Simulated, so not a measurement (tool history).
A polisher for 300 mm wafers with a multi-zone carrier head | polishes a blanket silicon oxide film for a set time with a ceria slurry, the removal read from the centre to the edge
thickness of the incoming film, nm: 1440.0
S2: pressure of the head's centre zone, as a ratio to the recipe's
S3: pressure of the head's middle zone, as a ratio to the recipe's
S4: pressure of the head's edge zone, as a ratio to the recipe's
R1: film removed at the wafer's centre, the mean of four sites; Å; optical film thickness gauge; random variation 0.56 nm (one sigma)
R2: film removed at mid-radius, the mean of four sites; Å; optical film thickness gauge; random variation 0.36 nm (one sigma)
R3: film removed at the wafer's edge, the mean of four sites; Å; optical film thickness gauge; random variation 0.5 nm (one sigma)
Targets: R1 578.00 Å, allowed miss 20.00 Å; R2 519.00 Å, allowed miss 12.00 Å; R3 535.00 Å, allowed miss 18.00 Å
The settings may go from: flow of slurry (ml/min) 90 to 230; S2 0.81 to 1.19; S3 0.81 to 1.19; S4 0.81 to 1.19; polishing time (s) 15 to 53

{"run": 1, "hour": 0.0, "flow of slurry (ml/min)": 150, "S2": 1.0, "S3": 1.0, "S4": 1.0, "polishing time (s)": 34, "R1": 1004.7, "R2": 1019.0, "R3": 1022.1}
{"run": 2, "hour": 1.0, "flow of slurry (ml/min)": 140, "S2": 1.01, "S3": 0.96, "S4": 0.95, "polishing time (s)": 28, "R1": 830.74, "R2": 794.43, "R3": 813.94}
{"run": 3, "hour": 4.2, "flow of slurry (ml/min)": 140, "S2": 1.01, "S3": 0.96, "S4": 0.95, "polishing time (s)": 20, "R1": 594.93, "R2": 564.84, "R3": 586.14}
{"run": 4, "hour": 6.0, "flow of slurry (ml/min)": 140, "S2": 1.01, "S3": 0.96, "S4": 0.95, "polishing time (s)": 25, "R1": 737.02, "R2": 713.85, "R3": 737.97}
{"run": 5, "hour": 11.3, "flow of slurry (ml/min)": 150, "S2": 1.04, "S3": 0.97, "S4": 0.97, "polishing time (s)": 22, "R1": 678.0, "R2": 641.81, "R3": 652.44}
{"run": 6, "hour": 14.6, "flow of slurry (ml/min)": 150, "S2": 1.04, "S3": 0.97, "S4": 0.97, "polishing time (s)": 30, "R1": 928.57, "R2": 879.74, "R3": 883.32}
{"run": 7, "hour": 19.6, "flow of slurry (ml/min)": 155, "S2": 1.03, "S3": 0.95, "S4": 0.94, "polishing time (s)": 26, "R1": 811.96, "R2": 743.87, "R3": 763.71}
{"run": 8, "hour": 21.3, "flow of slurry (ml/min)": 150, "S2": 1.02, "S3": 0.94, "S4": 0.91, "polishing time (s)": 23, "R1": 703.55, "R2": 646.01, "R3": 651.62}
{"run": 9, "hour": 24.6, "flow of slurry (ml/min)": 150, "S2": 1.0, "S3": 0.92, "S4": 0.88, "polishing time (s)": 22, "R1": 657.05, "R2": 607.32, "R3": 627.43}
{"run": 10, "hour": 26.4, "flow of slurry (ml/min)": 145, "S2": 1.0, "S3": 0.91, "S4": 0.86, "polishing time (s)": 21, "R1": 620.67, "R2": 572.9, "R3": 592.31}
{"run": 11, "hour": 32.9, "flow of slurry (ml/min)": 135, "S2": 1.01, "S3": 0.91, "S4": 0.84, "polishing time (s)": 21, "R1": 598.44, "R2": 563.42, "R3": 575.2}
{"run": 12, "hour": 39.5, "flow of slurry (ml/min)": 130, "S2": 1.03, "S3": 0.9, "S4": 0.83, "polishing time (s)": 21, "R1": 623.94, "R2": 549.39, "R3": 563.9}
{"run": 13, "hour": 44.6, "flow of slurry (ml/min)": 120, "S2": 1.03, "S3": 0.9, "S4": 0.82, "polishing time (s)": 21, "R1": 599.09, "R2": 545.81, "R3": 558.27}
{"run": 14, "hour": 50.2, "flow of slurry (ml/min)": 105, "S2": 1.06, "S3": 0.89, "S4": 0.81, "polishing time (s)": 20, "R1": 570.92, "R2": 496.81, "R3": 503.58}
{"run": 15, "hour": 54.5, "flow of slurry (ml/min)": 110, "S2": 1.05, "S3": 0.89, "S4": 0.82, "polishing time (s)": 20, "R1": 567.01, "R2": 498.33, "R3": 523.57}
{"run": 16, "hour": 57.0, "flow of slurry (ml/min)": 115, "S2": 1.04, "S3": 0.89, "S4": 0.82, "polishing time (s)": 20, "R1": 573.12, "R2": 509.58, "R3": 526.7}

5 next moves are on the table. One of them brings every result within its allowed miss. Which?
{"run": "A", "hour": 59.5, "flow of slurry (ml/min)": 95, "S2": 1.06, "S3": 0.93, "S4": 0.85, "polishing time (s)": 21, "R1": "?", "R2": "?", "R3": "?"}
{"run": "B", "hour": 59.5, "flow of slurry (ml/min)": 115, "S2": 1.08, "S3": 0.88, "S4": 0.92, "polishing time (s)": 19, "R1": "?", "R2": "?", "R3": "?"}
{"run": "C", "hour": 59.5, "flow of slurry (ml/min)": 90, "S2": 1.11, "S3": 0.91, "S4": 0.82, "polishing time (s)": 21, "R1": "?", "R2": "?", "R3": "?"}
{"run": "D", "hour": 59.5, "flow of slurry (ml/min)": 115, "S2": 1.06, "S3": 0.85, "S4": 0.84, "polishing time (s)": 20, "R1": "?", "R2": "?", "R3": "?"}
{"run": "E", "hour": 59.5, "flow of slurry (ml/min)": 120, "S2": 1.07, "S3": 0.92, "S4": 0.81, "polishing time (s)": 19, "R1": "?", "R2": "?", "R3": "?"}

move=A R1=568.41 R2=519.17 R3=536.49
move=B R1=562.43 R2=476.95 R3=524.84
move=C R1=581.46 R2=499.55 R3=521.22
move=D R1=580.87 R2=488.01 R3=530.33
move=E R1=564.97 R2=500.87 R3=499.43
A: meets every target
B: further off than the last run
C: further off than the last run
D: further off than the last run
E: further off than the last run
Move A is the one to make.
